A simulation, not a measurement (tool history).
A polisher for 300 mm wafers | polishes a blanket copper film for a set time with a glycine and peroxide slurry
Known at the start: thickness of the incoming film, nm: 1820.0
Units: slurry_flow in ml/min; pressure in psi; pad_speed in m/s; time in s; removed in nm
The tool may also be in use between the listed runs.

run,day,slurry_flow,pressure,pad_speed,time,removed
1,0,280,1.7,0.88,65,217.97
2,0.267,285,1.8,0.88,65,224.02
3,0.529,285,1.5,0.88,65,205.72
4,0.738,290,1.7,0.88,65,220.82
5,1.088,350,1.7,0.88,65,221
6,1.312,350,1.7,0.88,68,231.83

Run 7 comes next. What will it give?
7,1.342,350,1.7,0.88,68,?

Run 7 gave removed 233.44 nm.
